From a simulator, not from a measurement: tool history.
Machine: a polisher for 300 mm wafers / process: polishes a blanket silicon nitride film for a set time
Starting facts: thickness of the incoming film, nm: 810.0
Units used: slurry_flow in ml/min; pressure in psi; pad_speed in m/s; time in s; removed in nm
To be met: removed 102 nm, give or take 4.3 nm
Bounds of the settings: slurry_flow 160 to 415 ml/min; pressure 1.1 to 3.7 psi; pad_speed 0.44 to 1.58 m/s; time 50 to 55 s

Run 1, hour 0: slurry_flow 265 ml/min, pressure 2.4 psi, pad_speed 1 m/s, time 55 s. Result: removed 62.448 nm.
Run 2, hour 6.6: slurry_flow 265 ml/min, pressure 2.4 psi, pad_speed 1 m/s, time 50 s. Result: removed 57.98 nm.
Run 3, hour 14.4: slurry_flow 265 ml/min, pressure 2.4 psi, pad_speed 1 m/s, time 55 s. Result: removed 63.365 nm.
Run 4, hour 22.5: slurry_flow 265 ml/min, pressure 2.6 psi, pad_speed 1 m/s, time 55 s. Result: removed 66.963 nm.
Run 5, hour 28.1: slurry_flow 265 ml/min, pressure 2.8 psi, pad_speed 1.02 m/s, time 55 s. Result: removed 70.015 nm.
Run 6, hour 34: slurry_flow 265 ml/min, pressure 2.8 psi, pad_speed 0.82 m/s, time 55 s. Result: removed 61.977 nm.
Run 7, hour 41.5: slurry_flow 265 ml/min, pressure 3 psi, pad_speed 0.88 m/s, time 55 s. Result: removed 67.784 nm.
Run 8, hour 47.5: slurry_flow 265 ml/min, pressure 3.1 psi, pad_speed 0.94 m/s, time 55 s. Result: removed 72.227 nm.
Run 9, hour 53.4: slurry_flow 265 ml/min, pressure 3.2 psi, pad_speed 1 m/s, time 55 s. Result: removed 77.035 nm.
Run 10, hour 56.3: slurry_flow 270 ml/min, pressure 3.7 psi, pad_speed 1.16 m/s, time 55 s. Result: removed 95.721 nm.

Below are 4 possible settings for the next run. Only one of them brings all results inside the allowed miss of their targets. Which is it?
Run A, hour 59.2: slurry_flow 285 ml/min, pressure 3.6 psi, pad_speed 1.26 m/s, time 55 s. Result: removed ?.
Run B, hour 59.2: slurry_flow 180 ml/min, pressure 3.7 psi, pad_speed 1.2 m/s, time 54 s. Result: removed ?.
Run C, hour 59.2: slurry_flow 320 ml/min, pressure 3.2 psi, pad_speed 1.3 m/s, time 50 s. Result: removed ?.
Run D, hour 59.2: slurry_flow 280 ml/min, pressure 3.7 psi, pad_speed 1.06 m/s, time 55 s. Result: removed ?.

move  removed
   A   100.68
   B   91.687
   C   86.528
   D   90.893
A: hits every target within its allowed miss
B: moves away from the targets compared with the last run
C: moves away from the targets compared with the last run
D: moves away from the targets compared with the last run
Move A is the one to make.

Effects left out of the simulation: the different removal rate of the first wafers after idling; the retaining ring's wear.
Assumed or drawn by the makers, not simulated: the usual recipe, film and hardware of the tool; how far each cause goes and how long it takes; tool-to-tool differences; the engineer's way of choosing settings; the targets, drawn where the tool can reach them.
